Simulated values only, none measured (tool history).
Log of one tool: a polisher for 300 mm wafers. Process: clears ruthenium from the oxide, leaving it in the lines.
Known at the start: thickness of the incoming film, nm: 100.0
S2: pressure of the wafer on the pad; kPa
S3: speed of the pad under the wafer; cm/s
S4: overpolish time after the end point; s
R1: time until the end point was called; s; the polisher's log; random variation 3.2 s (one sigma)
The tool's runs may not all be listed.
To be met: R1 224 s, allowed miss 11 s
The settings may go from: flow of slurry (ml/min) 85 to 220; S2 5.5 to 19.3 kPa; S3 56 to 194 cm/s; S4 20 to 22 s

Run 1, hour 0: flow of slurry (ml/min) 140, S2 12.4 kPa, S3 124 cm/s, S4 20 s. Result: R1 89.063 s.
Run 2, hour 3.4: flow of slurry (ml/min) 135, S2 10.3 kPa, S3 110 cm/s, S4 20 s. Result: R1 119.94 s.
Run 3, hour 4.6: flow of slurry (ml/min) 135, S2 10.3 kPa, S3 140 cm/s, S4 20 s. Result: R1 97.567 s.
Run 4, hour 7: flow of slurry (ml/min) 130, S2 9 kPa, S3 122 cm/s, S4 20 s. Result: R1 127.84 s.
Run 5, hour 12.6: flow of slurry (ml/min) 100, S2 9 kPa, S3 122 cm/s, S4 20 s. Result: R1 135.38 s.
Run 6, hour 20.2: flow of slurry (ml/min) 100, S2 9 kPa, S3 122 cm/s, S4 20 s. Result: R1 131.74 s.
Run 7, hour 21.6: flow of slurry (ml/min) 100, S2 7.6 kPa, S3 112 cm/s, S4 20 s. Result: R1 166.86 s.
Run 8, hour 27.2: flow of slurry (ml/min) 100, S2 6.9 kPa, S3 108 cm/s, S4 20 s. Result: R1 187.91 s.

5 next moves are on the table. One of them brings every result within its allowed miss. Which?
Run A, hour 32.8: flow of slurry (ml/min) 135, S2 7.6 kPa, S3 90 cm/s, S4 22 s. Result: R1 ?.
Run B, hour 32.8: flow of slurry (ml/min) 100, S2 6.9 kPa, S3 80 cm/s, S4 21 s. Result: R1 ?.
Run C, hour 32.8: flow of slurry (ml/min) 105, S2 6.2 kPa, S3 98 cm/s, S4 21 s. Result: R1 ?.
Run D, hour 32.8: flow of slurry (ml/min) 90, S2 8.3 kPa, S3 126 cm/s, S4 20 s. Result: R1 ?.
Run E, hour 32.8: flow of slurry (ml/min) 125, S2 6.9 kPa, S3 102 cm/s, S4 22 s. Result: R1 ?.

move      R1
   A  197.92
   B  249.68
   C  229.75
   D  142.81
   E  196.13
A: nearer than the last run, and not there yet
B: takes the result that was furthest off past its target
C: meets every target
D: further off than the last run
E: nearer than the last run, and not there yet
The right move is C.
